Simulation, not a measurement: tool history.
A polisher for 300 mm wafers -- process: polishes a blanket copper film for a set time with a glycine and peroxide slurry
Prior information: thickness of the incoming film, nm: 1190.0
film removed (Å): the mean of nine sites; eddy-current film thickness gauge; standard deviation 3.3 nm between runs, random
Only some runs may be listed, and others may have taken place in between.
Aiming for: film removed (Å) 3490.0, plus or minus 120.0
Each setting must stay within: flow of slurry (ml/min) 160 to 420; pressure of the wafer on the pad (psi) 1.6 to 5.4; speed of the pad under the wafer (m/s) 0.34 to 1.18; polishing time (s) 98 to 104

run,hour,flow of slurry (ml/min),pressure of the wafer on the pad (psi),speed of the pad under the wafer (m/s),polishing time (s),film removed (Å)
1,0.0,270,3.5,0.76,98,5189.8
2,7.1,270,3.1,0.76,98,4702.7
3,15.6,270,2.3,0.76,98,3834.9
4,19.8,270,2.2,0.76,98,3666.6
5,27.6,270,2.2,0.76,98,3715.7
6,34.0,270,2.2,0.76,104,3951.6
7,41.0,270,2.2,0.76,104,3988.5
8,47.2,270,2.1,0.76,104,3868.2
9,53.8,270,2.0,0.76,104,3739.0
10,57.0,270,1.7,0.76,104,3352.3

Which one of the following 4 next-run settings gets every result inside its allowed miss? There is exactly one.
A,60.2,275,1.7,0.72,100,?
B,60.2,250,1.6,0.78,103,?
C,60.2,245,1.9,0.72,98,?
D,60.2,190,2.0,0.74,104,?

move,film removed (Å)
A,3069.4
B,3181.4
C,3188.5
D,3446.4
A: its largest miss is bigger than the last run's
B: its largest miss is bigger than the last run's
C: its largest miss is bigger than the last run's
D: hits every target within its allowed miss
Go with D: it meets all targets.

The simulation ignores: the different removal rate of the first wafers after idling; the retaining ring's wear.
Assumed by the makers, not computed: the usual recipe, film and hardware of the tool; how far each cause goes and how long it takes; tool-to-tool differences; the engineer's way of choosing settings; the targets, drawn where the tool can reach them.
